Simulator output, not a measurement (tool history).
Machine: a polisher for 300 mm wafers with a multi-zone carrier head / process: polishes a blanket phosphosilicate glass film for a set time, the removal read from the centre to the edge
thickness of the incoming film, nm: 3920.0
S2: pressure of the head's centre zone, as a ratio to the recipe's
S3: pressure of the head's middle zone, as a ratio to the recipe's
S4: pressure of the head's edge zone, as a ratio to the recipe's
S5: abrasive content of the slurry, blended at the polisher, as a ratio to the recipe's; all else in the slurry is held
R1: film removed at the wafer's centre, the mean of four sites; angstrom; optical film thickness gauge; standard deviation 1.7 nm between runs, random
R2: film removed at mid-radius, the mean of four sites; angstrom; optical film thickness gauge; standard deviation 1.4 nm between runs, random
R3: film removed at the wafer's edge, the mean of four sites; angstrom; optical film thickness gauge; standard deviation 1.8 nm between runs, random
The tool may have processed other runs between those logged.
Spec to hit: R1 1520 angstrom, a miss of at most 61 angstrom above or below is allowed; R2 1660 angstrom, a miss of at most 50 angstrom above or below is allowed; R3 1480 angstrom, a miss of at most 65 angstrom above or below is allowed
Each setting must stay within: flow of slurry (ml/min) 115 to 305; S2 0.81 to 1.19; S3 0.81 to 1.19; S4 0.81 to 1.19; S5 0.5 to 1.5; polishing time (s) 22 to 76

{"run": 1, "hour": 0.0, "flow of slurry (ml/min)": 195, "S2": 1, "S3": 1, "S4": 1, "S5": 1, "polishing time (s)": 49, "R1": 2130.3, "R2": 2145.5, "R3": 2075.6}
{"run": 2, "hour": 8.0, "flow of slurry (ml/min)": 195, "S2": 1, "S3": 1.07, "S4": 1, "S5": 1, "polishing time (s)": 49, "R1": 2133.9, "R2": 2222.5, "R3": 2086.2}
{"run": 3, "hour": 10.6, "flow of slurry (ml/min)": 195, "S2": 1, "S3": 1.07, "S4": 1, "S5": 1, "polishing time (s)": 56, "R1": 2394.8, "R2": 2568.1, "R3": 2443.1}
{"run": 4, "hour": 14.0, "flow of slurry (ml/min)": 145, "S2": 1, "S3": 1.07, "S4": 1, "S5": 1, "polishing time (s)": 56, "R1": 2289.7, "R2": 2441.4, "R3": 2303.8}
{"run": 5, "hour": 15.9, "flow of slurry (ml/min)": 145, "S2": 1, "S3": 1.07, "S4": 1, "S5": 0.8, "polishing time (s)": 56, "R1": 2134.8, "R2": 2195.3, "R3": 2124.2}
{"run": 6, "hour": 19.0, "flow of slurry (ml/min)": 175, "S2": 1, "S3": 1.07, "S4": 1, "S5": 0.8, "polishing time (s)": 56, "R1": 2175.4, "R2": 2256.4, "R3": 2148}
{"run": 7, "hour": 26.1, "flow of slurry (ml/min)": 170, "S2": 0.97, "S3": 1.07, "S4": 0.97, "S5": 0.7, "polishing time (s)": 54, "R1": 1891.5, "R2": 2063.8, "R3": 1883.9}
{"run": 8, "hour": 33.6, "flow of slurry (ml/min)": 165, "S2": 0.95, "S3": 1.03, "S4": 0.94, "S5": 0.65, "polishing time (s)": 54, "R1": 1792.6, "R2": 1941, "R3": 1800}
{"run": 9, "hour": 38.5, "flow of slurry (ml/min)": 165, "S2": 0.94, "S3": 1.02, "S4": 0.91, "S5": 0.6, "polishing time (s)": 54, "R1": 1691.4, "R2": 1804.3, "R3": 1665.9}
{"run": 10, "hour": 43.9, "flow of slurry (ml/min)": 160, "S2": 0.93, "S3": 1.01, "S4": 0.89, "S5": 0.6, "polishing time (s)": 54, "R1": 1669.4, "R2": 1790.6, "R3": 1640.6}
{"run": 11, "hour": 44.5, "flow of slurry (ml/min)": 155, "S2": 0.92, "S3": 1, "S4": 0.87, "S5": 0.6, "polishing time (s)": 54, "R1": 1628.9, "R2": 1742.2, "R3": 1655.7}
{"run": 12, "hour": 47.3, "flow of slurry (ml/min)": 160, "S2": 0.92, "S3": 1.01, "S4": 0.86, "S5": 0.55, "polishing time (s)": 54, "R1": 1520.9, "R2": 1693.2, "R3": 1575.6}

Exercise: of the 5 proposed moves below, exactly one satisfies all targets within the stated allowed misses. Which move is it?
{"run": "A", "hour": 50.1, "flow of slurry (ml/min)": 140, "S2": 0.83, "S3": 0.92, "S4": 0.82, "S5": 0.75, "polishing time (s)": 52, "R1": "?", "R2": "?", "R3": "?"}
{"run": "B", "hour": 50.1, "flow of slurry (ml/min)": 175, "S2": 1.01, "S3": 0.98, "S4": 0.89, "S5": 0.55, "polishing time (s)": 51, "R1": "?", "R2": "?", "R3": "?"}
{"run": "C", "hour": 50.1, "flow of slurry (ml/min)": 125, "S2": 0.86, "S3": 0.95, "S4": 0.84, "S5": 0.7, "polishing time (s)": 53, "R1": "?", "R2": "?", "R3": "?"}
{"run": "D", "hour": 50.1, "flow of slurry (ml/min)": 160, "S2": 0.93, "S3": 1.14, "S4": 0.83, "S5": 0.55, "polishing time (s)": 51, "R1": "?", "R2": "?", "R3": "?"}
{"run": "E", "hour": 50.1, "flow of slurry (ml/min)": 160, "S2": 0.95, "S3": 1.06, "S4": 0.85, "S5": 0.5, "polishing time (s)": 53, "R1": "?", "R2": "?", "R3": "?"}

move=A R1=1551.1 R2=1727.7 R3=1704.4
move=B R1=1658.5 R2=1586.6 R3=1521.6
move=C R1=1536.2 R2=1701.4 R3=1664.2
move=D R1=1500.1 R2=1776.3 R3=1454.2
move=E R1=1509.8 R2=1644.9 R3=1450.1
A: further off than the last run
B: gets the furthest-off result to its target, but another result is out of tolerance
C: further off than the last run
D: gets the furthest-off result to its target, but another result is out of tolerance
E: every result lands within tolerance
Move E is the one to make.

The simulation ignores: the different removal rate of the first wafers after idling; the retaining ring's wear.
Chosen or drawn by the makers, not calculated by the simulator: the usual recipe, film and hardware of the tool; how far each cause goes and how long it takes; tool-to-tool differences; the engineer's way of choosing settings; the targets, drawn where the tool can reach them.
